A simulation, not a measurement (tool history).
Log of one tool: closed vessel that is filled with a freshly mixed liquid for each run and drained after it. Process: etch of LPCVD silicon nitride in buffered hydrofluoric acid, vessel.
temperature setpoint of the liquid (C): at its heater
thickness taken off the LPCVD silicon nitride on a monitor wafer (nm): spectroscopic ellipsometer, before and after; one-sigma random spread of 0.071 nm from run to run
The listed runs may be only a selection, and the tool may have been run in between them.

run	hour	temperature setpoint of the liquid (C)	parts of 40 % ammonium fluoride to one part of 49 % hydrofluoric acid (parts by volume)	time in the liquid (s)	thickness taken off the LPCVD silicon nitride on a monitor wafer (nm)
1	0.0	23.0	20.5	860	5.6472
2	2.5	25.0	20.5	860	6.1784
3	10.3	26.5	20.5	860	6.6593
4	13.4	26.5	20.5	860	6.6667
5	21.8	27.5	20.5	860	6.9846
6	30.2	27.5	20.5	860	6.9818

What does the tool deliver on the next run?
7	35.2	27.5	20.5	860	?

{"run 7": {"thickness taken off the LPCVD silicon nitride on a monitor wafer (nm)": 7.1381}}
